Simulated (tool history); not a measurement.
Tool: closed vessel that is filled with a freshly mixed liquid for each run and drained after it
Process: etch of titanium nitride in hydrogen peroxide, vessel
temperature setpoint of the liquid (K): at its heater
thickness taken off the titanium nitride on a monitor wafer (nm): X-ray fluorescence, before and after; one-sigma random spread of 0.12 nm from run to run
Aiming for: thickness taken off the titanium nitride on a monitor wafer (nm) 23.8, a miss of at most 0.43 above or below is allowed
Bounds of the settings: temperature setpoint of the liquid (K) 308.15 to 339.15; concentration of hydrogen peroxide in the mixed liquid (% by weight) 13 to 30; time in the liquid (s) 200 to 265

run	hour	temperature setpoint of the liquid (K)	concentration of hydrogen peroxide in the mixed liquid (% by weight)	time in the liquid (s)	thickness taken off the titanium nitride on a monitor wafer (nm)
1	0	324.15	24	265	22.771
2	2.6	324.15	24	265	22.754
3	8.2	324.15	20	265	21.894
4	11.7	320.65	20	265	17.063
# hour 15.5: thermometer replaced
5	15.5	322.15	20	265	17.419
6	17.4	316.15	20	265	11.017
7	22.2	318.65	20	265	13.462
8	28.5	320.65	20	265	15.382
9	37.3	322.15	20	265	17.326
10	41.6	323.15	20	265	18.58
11	47.8	327.15	20	265	24.823

Which single option among these 4 for the next run brings every result within its allowed miss of target? Just one does.
A	54	330.65	16.5	215	?
B	54	326.65	19	265	?
C	54	325.65	21	265	?
D	54	327.15	24	265	?

move	thickness taken off the titanium nitride on a monitor wafer (nm)
A	24.793
B	23.815
C	22.665
D	25.943
A: roughly where the last run was
B: each result inside its tolerance
C: pushes the last run's worst result past its target
D: its largest miss is bigger than the last run's
Move B is the one to make.
